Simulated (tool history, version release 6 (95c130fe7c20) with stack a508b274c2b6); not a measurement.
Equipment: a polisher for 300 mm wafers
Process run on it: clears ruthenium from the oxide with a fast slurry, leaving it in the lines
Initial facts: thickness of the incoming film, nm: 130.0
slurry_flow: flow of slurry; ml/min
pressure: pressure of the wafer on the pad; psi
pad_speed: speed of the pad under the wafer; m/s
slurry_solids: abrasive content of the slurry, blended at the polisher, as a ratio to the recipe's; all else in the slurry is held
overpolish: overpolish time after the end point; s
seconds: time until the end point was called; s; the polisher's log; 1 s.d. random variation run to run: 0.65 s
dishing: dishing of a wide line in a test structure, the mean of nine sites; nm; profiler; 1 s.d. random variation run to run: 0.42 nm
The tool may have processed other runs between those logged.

{"run": 1, "hour": 0.0, "slurry_flow": 220, "pressure": 1.8, "pad_speed": 1.28, "slurry_solids": 1.0, "overpolish": 13, "seconds": 36.706, "dishing": 34.396}
{"run": 2, "hour": 3.8, "slurry_flow": 200, "pressure": 1.8, "pad_speed": 1.28, "slurry_solids": 1.0, "overpolish": 13, "seconds": 36.462, "dishing": 34.037}
{"run": 3, "hour": 12.3, "slurry_flow": 200, "pressure": 1.5, "pad_speed": 1.28, "slurry_solids": 1.0, "overpolish": 13, "seconds": 41.694, "dishing": 31.4}
{"run": 4, "hour": 20.8, "slurry_flow": 200, "pressure": 1.4, "pad_speed": 1.28, "slurry_solids": 1.0, "overpolish": 14, "seconds": 43.379, "dishing": 31.925}
{"run": 5, "hour": 23.2, "slurry_flow": 200, "pressure": 1.3, "pad_speed": 1.28, "slurry_solids": 1.0, "overpolish": 15, "seconds": 43.62, "dishing": 33.478}
{"run": 6, "hour": 24.3, "slurry_flow": 225, "pressure": 1.3, "pad_speed": 1.28, "slurry_solids": 1.0, "overpolish": 15, "seconds": 44.305, "dishing": 33.87}
{"hour": 26.2, "done": "worn pad replaced by a new one"}
{"run": 7, "hour": 26.2, "slurry_flow": 225, "pressure": 1.2, "pad_speed": 1.28, "slurry_solids": 1.0, "overpolish": 16, "seconds": 41.359, "dishing": 36.618}
{"run": 8, "hour": 32.9, "slurry_flow": 210, "pressure": 1.1, "pad_speed": 1.26, "slurry_solids": 1.0, "overpolish": 17, "seconds": 45.118, "dishing": 36.179}
{"run": 9, "hour": 39.0, "slurry_flow": 200, "pressure": 1.0, "pad_speed": 1.24, "slurry_solids": 1.0, "overpolish": 18, "seconds": 46.261, "dishing": 35.886}

Estimate the outcome of run 10 from the log above:
{"run": 10, "hour": 44.0, "slurry_flow": 235, "pressure": 0.8, "pad_speed": 1.14, "slurry_solids": 0.95, "overpolish": 23, "seconds": "?", "dishing": "?"}

Run 10 yielded seconds 56.657 s, dishing 37.036 nm.
